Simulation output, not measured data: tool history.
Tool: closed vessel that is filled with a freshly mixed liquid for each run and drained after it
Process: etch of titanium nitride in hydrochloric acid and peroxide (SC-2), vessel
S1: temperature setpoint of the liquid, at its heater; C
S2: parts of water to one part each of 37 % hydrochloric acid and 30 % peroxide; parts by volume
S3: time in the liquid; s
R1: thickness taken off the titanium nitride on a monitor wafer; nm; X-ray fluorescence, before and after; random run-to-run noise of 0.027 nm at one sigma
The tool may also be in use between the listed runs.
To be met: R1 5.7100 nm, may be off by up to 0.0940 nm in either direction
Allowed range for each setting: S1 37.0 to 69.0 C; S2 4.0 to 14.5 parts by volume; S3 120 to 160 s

run  hour    S1   S2   S3      R1
  1   0.0  53.0  8.0  160  5.2516
  2   4.2  54.0  8.0  160  5.5746
  3   5.7  54.0  8.0  160  5.5524
  4  12.1  54.0  8.0  120  4.1798
  5  19.1  54.0  6.5  120  4.8888
  6  24.1  54.5  6.5  120  5.0782
  7  29.7  55.0  6.5  120  5.2602
  8  32.2  56.0  6.5  120  5.6002

5 next moves are on the table. One of them brings every result within its allowed miss. Which?
  A  34.7  51.0  4.5  125   ?
  B  34.7  52.5  7.0  155   ?
  C  34.7  54.5  6.5  130   ?
  D  34.7  54.0  6.5  140   ?
  E  34.7  55.5  8.5  150   ?

move      R1
   A  5.4910
   B  5.4289
   C  5.4932
   D  5.7267
   E  5.4738
A: moves away from the targets compared with the last run
B: moves away from the targets compared with the last run
C: moves away from the targets compared with the last run
D: all results land within tolerance of their targets
E: moves away from the targets compared with the last run
The move that meets every target is D.
